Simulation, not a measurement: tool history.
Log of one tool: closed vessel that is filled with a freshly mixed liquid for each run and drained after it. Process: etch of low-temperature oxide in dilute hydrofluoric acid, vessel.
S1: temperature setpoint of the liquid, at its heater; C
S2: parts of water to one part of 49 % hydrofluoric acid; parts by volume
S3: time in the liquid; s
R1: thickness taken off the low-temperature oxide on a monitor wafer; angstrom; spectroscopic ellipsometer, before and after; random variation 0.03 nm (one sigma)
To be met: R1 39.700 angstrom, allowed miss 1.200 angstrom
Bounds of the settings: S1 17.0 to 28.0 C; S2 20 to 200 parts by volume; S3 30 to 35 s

Run 1, day 0.000: S1 20.0 C, S2 110 parts by volume, S3 35 s. Result: R1 47.338 angstrom.
Run 2, day 0.142: S1 20.0 C, S2 110 parts by volume, S3 35 s. Result: R1 46.787 angstrom.
Run 3, day 0.296: S1 19.5 C, S2 110 parts by volume, S3 35 s. Result: R1 45.620 angstrom.
Run 4, day 0.412: S1 20.5 C, S2 110 parts by volume, S3 35 s. Result: R1 47.817 angstrom.
Run 5, day 0.479: S1 20.5 C, S2 110 parts by volume, S3 35 s. Result: R1 47.638 angstrom.
Run 6, day 0.529: S1 23.0 C, S2 110 parts by volume, S3 35 s. Result: R1 53.414 angstrom.
Run 7, day 0.708: S1 22.0 C, S2 110 parts by volume, S3 35 s. Result: R1 51.356 angstrom.
Run 8, day 0.854: S1 21.0 C, S2 110 parts by volume, S3 35 s. Result: R1 49.254 angstrom.
Run 9, day 0.971: S1 20.5 C, S2 110 parts by volume, S3 35 s. Result: R1 48.506 angstrom.
Run 10, day 1.258: S1 20.0 C, S2 110 parts by volume, S3 35 s. Result: R1 47.017 angstrom.
Run 11, day 1.421: S1 19.5 C, S2 110 parts by volume, S3 35 s. Result: R1 46.150 angstrom.

Which of these 5 next moves meets every target?
Run A, day 1.583: S1 17.0 C, S2 120 parts by volume, S3 35 s. Result: R1 ?.
Run B, day 1.583: S1 20.0 C, S2 120 parts by volume, S3 30 s. Result: R1 ?.
Run C, day 1.583: S1 19.0 C, S2 125 parts by volume, S3 35 s. Result: R1 ?.
Run D, day 1.583: S1 18.5 C, S2 115 parts by volume, S3 30 s. Result: R1 ?.
Run E, day 1.583: S1 18.5 C, S2 110 parts by volume, S3 30 s. Result: R1 ?.

move      R1
   A  37.569
   B  36.431
   C  38.967
   D  35.944
   E  37.777
A: takes the result that was furthest off past its target
B: takes the result that was furthest off past its target
C: meets every target
D: takes the result that was furthest off past its target
E: takes the result that was furthest off past its target
Answer: C
